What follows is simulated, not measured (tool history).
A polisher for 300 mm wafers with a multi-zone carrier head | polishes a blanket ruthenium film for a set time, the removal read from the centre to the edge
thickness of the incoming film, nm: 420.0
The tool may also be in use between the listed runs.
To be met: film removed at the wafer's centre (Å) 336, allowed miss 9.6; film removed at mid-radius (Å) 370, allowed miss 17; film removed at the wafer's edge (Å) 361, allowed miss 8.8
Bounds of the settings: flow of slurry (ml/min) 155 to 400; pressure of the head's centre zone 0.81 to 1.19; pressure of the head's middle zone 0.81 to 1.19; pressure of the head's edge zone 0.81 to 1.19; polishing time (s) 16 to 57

| run | hour | flow of slurry (ml/min) | pressure of the head's centre zone | pressure of the head's middle zone | pressure of the head's edge zone | polishing time (s) | film removed at the wafer's centre (Å) | film removed at mid-radius (Å) | film removed at the wafer's edge (Å) |
|---|---|---|---|---|---|---|---|---|---|
| 1 | 0 | 255 | 1 | 1 | 1 | 36 | 405.45 | 403.47 | 398.05 |
| 2 | 8 | 225 | 1 | 1 | 1 | 36 | 397.36 | 404.33 | 400.44 |
| 3 | 12.2 | 225 | 1 | 0.94 | 1 | 36 | 393.66 | 382.62 | 395.94 |
| 4 | 18.6 | 220 | 0.98 | 0.94 | 0.98 | 36 | 390.82 | 381.09 | 395.21 |
| 5 | 25.3 | 220 | 0.96 | 0.95 | 0.96 | 35 | 371.97 | 369.18 | 377.42 |
| 6 | 33.9 | 215 | 0.94 | 0.96 | 0.95 | 35 | 361.48 | 369.59 | 375.33 |
| 7 | 35.7 | 210 | 0.93 | 0.97 | 0.94 | 35 | 358.36 | 368.08 | 370.81 |
| 8 | 43.4 | 205 | 0.92 | 0.98 | 0.94 | 35 | 350.14 | 373.77 | 369.62 |
| 9 | 44.4 | 200 | 0.92 | 0.98 | 0.94 | 35 | 351.08 | 373.9 | 374.4 |

5 next moves are on the table. One of them brings every result within its allowed miss. Which?
| A | 45.4 | 185 | 0.9 | 1 | 0.88 | 37 | ? | ? | ? |
| B | 45.4 | 185 | 0.86 | 0.87 | 1.05 | 34 | ? | ? | ? |
| C | 45.4 | 195 | 0.93 | 1.03 | 1 | 33 | ? | ? | ? |
| D | 45.4 | 220 | 0.85 | 1.02 | 0.96 | 35 | ? | ? | ? |
| E | 45.4 | 180 | 0.82 | 0.97 | 1.02 | 35 | ? | ? | ? |

| move | film removed at the wafer's centre (Å) | film removed at mid-radius (Å) | film removed at the wafer's edge (Å) |
|---|---|---|---|
| A | 356.92 | 402.92 | 383.02 |
| B | 312.99 | 329.61 | 383.35 |
| C | 331.29 | 370.54 | 364.14 |
| D | 325.55 | 395.06 | 382.5 |
| E | 306.21 | 370.39 | 387.61 |
A: further off than the last run
B: takes the result that was furthest off past its target
C: meets every target
D: takes the result that was furthest off past its target
E: takes the result that was furthest off past its target
Answer: C
